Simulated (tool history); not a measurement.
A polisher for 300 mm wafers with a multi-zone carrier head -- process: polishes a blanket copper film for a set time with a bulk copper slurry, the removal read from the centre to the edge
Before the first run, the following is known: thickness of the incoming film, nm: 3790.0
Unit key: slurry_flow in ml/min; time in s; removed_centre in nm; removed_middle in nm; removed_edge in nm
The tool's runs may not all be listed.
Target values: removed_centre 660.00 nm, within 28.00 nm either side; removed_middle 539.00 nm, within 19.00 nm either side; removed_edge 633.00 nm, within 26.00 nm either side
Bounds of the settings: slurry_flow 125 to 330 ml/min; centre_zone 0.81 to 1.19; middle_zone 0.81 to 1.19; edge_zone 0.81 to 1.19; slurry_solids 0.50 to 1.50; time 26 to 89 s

| run | hour | slurry_flow | centre_zone | middle_zone | edge_zone | slurry_solids | time | removed_centre | removed_middle | removed_edge |
|---|---|---|---|---|---|---|---|---|---|---|
| 1 | 0.0 | 210 | 1.00 | 1.00 | 1.00 | 1.00 | 57 | 744.34 | 720.47 | 734.92 |
| 2 | 8.7 | 210 | 1.00 | 1.00 | 1.00 | 1.00 | 44 | 582.37 | 547.71 | 590.98 |
| 3 | 14.1 | 215 | 1.02 | 0.99 | 1.01 | 1.00 | 44 | 569.54 | 549.87 | 567.31 |
| 4 | 18.6 | 195 | 1.02 | 0.96 | 0.98 | 1.10 | 45 | 615.42 | 555.42 | 597.17 |
| 5 | 24.0 | 190 | 1.02 | 0.94 | 0.98 | 1.15 | 45 | 620.83 | 554.35 | 600.14 |
| 6 | 29.5 | 190 | 1.02 | 0.94 | 0.90 | 1.15 | 45 | 598.95 | 550.10 | 586.70 |
| 7 | 31.3 | 190 | 1.02 | 0.92 | 0.92 | 1.20 | 45 | 607.46 | 556.84 | 581.42 |
| 8 | 36.3 | 175 | 1.02 | 0.92 | 0.95 | 1.20 | 45 | 605.89 | 549.85 | 591.64 |
| 9 | 42.0 | 170 | 1.03 | 0.90 | 0.98 | 1.20 | 45 | 611.32 | 546.80 | 598.98 |
| 10 | 43.2 | 170 | 1.04 | 0.88 | 1.00 | 1.20 | 45 | 621.37 | 521.59 | 594.09 |
| 11 | 45.2 | 170 | 1.04 | 0.88 | 1.02 | 1.20 | 45 | 615.24 | 525.62 | 620.58 |
| 12 | 48.6 | 175 | 1.05 | 0.88 | 1.02 | 1.20 | 45 | 623.52 | 527.34 | 615.06 |

Below are 4 possible settings for the next run. Only one of them brings all results inside the allowed miss of their targets. Which is it?
| A | 52.0 | 160 | 1.02 | 0.90 | 1.09 | 1.50 | 46 | ? | ? | ? |
| B | 52.0 | 175 | 1.11 | 0.83 | 1.09 | 1.20 | 45 | ? | ? | ? |
| C | 52.0 | 230 | 1.05 | 0.85 | 0.99 | 1.25 | 45 | ? | ? | ? |
| D | 52.0 | 195 | 1.01 | 0.81 | 1.11 | 1.35 | 43 | ? | ? | ? |

| move | removed_centre | removed_middle | removed_edge |
|---|---|---|---|
| A | 648.50 | 571.45 | 690.02 |
| B | 659.63 | 498.83 | 643.24 |
| C | 648.71 | 527.63 | 631.62 |
| D | 597.15 | 486.55 | 644.00 |
A: gets the furthest-off result to its target, but another result is out of tolerance
B: gets the furthest-off result to its target, but another result is out of tolerance
C: every result within its allowed miss
D: moves away from the targets compared with the last run
Correct choice: C, which meets every target
